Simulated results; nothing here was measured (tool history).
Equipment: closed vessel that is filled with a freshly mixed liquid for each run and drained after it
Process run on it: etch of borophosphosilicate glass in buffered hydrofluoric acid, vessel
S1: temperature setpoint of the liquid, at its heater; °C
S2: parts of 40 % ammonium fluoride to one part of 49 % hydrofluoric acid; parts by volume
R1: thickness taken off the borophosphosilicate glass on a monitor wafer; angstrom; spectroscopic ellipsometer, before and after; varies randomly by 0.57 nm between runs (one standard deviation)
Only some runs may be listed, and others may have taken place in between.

run 1 hour=0 | S1=21 S2=8.5 time_in_the_liquid_(s)=85 | R1=1632.4
run 2 hour=4.4 | S1=19.5 S2=9 time_in_the_liquid_(s)=85 | R1=1408.2
run 3 hour=11 | S1=18.5 S2=9 time_in_the_liquid_(s)=85 | R1=1337.4
run 4 hour=13 | S1=20.5 S2=9 time_in_the_liquid_(s)=85 | R1=1498.5
run 5 hour=16.8 | S1=19.5 S2=9 time_in_the_liquid_(s)=85 | R1=1420.1
run 6 hour=24.8 | S1=18.5 S2=9 time_in_the_liquid_(s)=85 | R1=1340.3
run 7 hour=33.8 | S1=18.5 S2=9 time_in_the_liquid_(s)=85 | R1=1337.6
run 8 hour=39 | S1=18 S2=9 time_in_the_liquid_(s)=85 | R1=1302.8
run 9 hour=45.9 | S1=17.5 S2=9 time_in_the_liquid_(s)=85 | R1=1252.2

Run 10 comes next. What will it give?
run 10 hour=50.2 | S1=17 S2=9.5 time_in_the_liquid_(s)=85 | R1=?

Run 10 yielded R1 1200.8 angstrom.
